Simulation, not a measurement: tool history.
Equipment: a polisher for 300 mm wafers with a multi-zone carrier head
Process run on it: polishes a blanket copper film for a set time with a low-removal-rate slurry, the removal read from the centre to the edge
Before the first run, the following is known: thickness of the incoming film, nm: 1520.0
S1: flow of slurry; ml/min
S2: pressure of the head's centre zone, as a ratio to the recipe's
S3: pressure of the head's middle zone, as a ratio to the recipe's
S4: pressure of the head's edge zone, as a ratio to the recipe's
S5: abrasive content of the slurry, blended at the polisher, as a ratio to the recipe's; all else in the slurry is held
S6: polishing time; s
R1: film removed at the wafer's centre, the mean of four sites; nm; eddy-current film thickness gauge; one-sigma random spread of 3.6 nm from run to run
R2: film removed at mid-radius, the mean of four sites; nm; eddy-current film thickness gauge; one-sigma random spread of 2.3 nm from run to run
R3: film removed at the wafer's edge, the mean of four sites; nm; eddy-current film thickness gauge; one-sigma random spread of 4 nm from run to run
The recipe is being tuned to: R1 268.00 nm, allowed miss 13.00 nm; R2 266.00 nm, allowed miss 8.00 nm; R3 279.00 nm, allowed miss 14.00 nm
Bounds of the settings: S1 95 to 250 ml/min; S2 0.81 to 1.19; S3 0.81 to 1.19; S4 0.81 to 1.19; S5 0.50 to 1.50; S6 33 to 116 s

run 1 hour=0.0 | S1=160 S2=1.00 S3=1.00 S4=1.00 S5=1.00 S6=74 | R1=186.29 R2=181.28 R3=184.04
run 2 hour=3.6 | S1=165 S2=1.00 S3=1.01 S4=1.03 S5=1.10 S6=77 | R1=203.12 R2=193.78 R3=196.70
run 3 hour=10.3 | S1=165 S2=0.98 S3=1.01 S4=1.05 S5=1.15 S6=80 | R1=207.85 R2=207.60 R3=213.60
run 4 hour=18.9 | S1=170 S2=0.98 S3=1.02 S4=1.07 S5=1.20 S6=81 | R1=209.55 R2=214.35 R3=224.11
run 5 hour=25.2 | S1=170 S2=0.98 S3=1.02 S4=0.99 S5=1.20 S6=81 | R1=211.04 R2=213.18 R3=212.75
run 6 hour=31.7 | S1=170 S2=0.98 S3=1.02 S4=0.99 S5=1.10 S6=81 | R1=207.81 R2=207.37 R3=205.97
run 7 hour=40.0 | S1=175 S2=0.99 S3=1.03 S4=1.02 S5=1.15 S6=82 | R1=216.06 R2=218.68 R3=212.07
run 8 hour=45.3 | S1=175 S2=0.99 S3=1.03 S4=1.04 S5=1.20 S6=84 | R1=229.83 R2=224.05 R3=221.59
run 9 hour=45.9 | S1=175 S2=0.98 S3=1.03 S4=1.06 S5=1.25 S6=85 | R1=228.79 R2=229.24 R3=233.91
run 10 hour=53.1 | S1=180 S2=0.98 S3=1.03 S4=1.08 S5=1.30 S6=86 | R1=236.01 R2=234.86 R3=240.43

4 candidate next runs follow, results not yet known. Just one meets every target within its allowed miss. Identify it.
run A hour=60.3 | S1=220 S2=1.05 S3=1.19 S4=0.99 S5=1.25 S6=90 | R1=? R2=? R3=?
run B hour=60.3 | S1=155 S2=0.97 S3=0.98 S4=1.03 S5=1.50 S6=100 | R1=? R2=? R3=?
run C hour=60.3 | S1=240 S2=1.01 S3=1.17 S4=0.95 S5=1.30 S6=91 | R1=? R2=? R3=?
run D hour=60.3 | S1=190 S2=1.04 S3=1.09 S4=1.01 S5=1.10 S6=95 | R1=? R2=? R3=?

move=A R1=267.36 R2=286.37 R3=244.71
move=B R1=268.18 R2=265.91 R3=277.91
move=C R1=265.83 R2=291.54 R3=247.62
move=D R1=264.01 R2=265.59 R3=248.64
A: takes the result that was furthest off past its target
B: every result lands within tolerance
C: takes the result that was furthest off past its target
D: corrects the largest miss of the last run, while another result sits out of spec
B is the move that brings every result within its allowed miss.

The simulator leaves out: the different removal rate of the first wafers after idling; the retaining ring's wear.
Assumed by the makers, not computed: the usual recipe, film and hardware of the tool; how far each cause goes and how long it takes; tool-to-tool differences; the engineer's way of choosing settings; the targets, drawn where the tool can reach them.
